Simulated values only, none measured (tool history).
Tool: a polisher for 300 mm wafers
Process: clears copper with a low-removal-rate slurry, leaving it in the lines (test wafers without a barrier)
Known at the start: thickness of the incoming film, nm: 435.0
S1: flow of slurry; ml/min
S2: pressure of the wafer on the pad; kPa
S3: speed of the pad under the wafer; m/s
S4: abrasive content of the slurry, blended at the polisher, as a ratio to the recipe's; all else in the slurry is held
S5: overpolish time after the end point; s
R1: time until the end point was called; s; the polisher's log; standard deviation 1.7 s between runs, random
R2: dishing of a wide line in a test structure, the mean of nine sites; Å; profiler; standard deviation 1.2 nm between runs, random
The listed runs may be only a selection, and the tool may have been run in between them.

run,hour,S1,S2,S3,S4,S5,R1,R2
1,0,185,28.3,1.28,1,20,99.014,547.74
2,7,185,28.3,1.28,1.1,20,94.228,558.48
3,8.6,185,28.3,1.28,0.95,20,97.138,545.83
4,11.8,185,27.6,1.28,0.95,22,100.98,591.85
5,14.2,185,22.1,1.28,0.95,22,122.56,478.41
6,14.8,185,22.1,1.28,0.95,14,121.46,347.73

Run 7 has not been measured yet. What should we expect?
7,18.1,180,24.8,1.26,0.95,24,?,?

{"run 7": {"R1": 110.96, "R2": 564.44}}
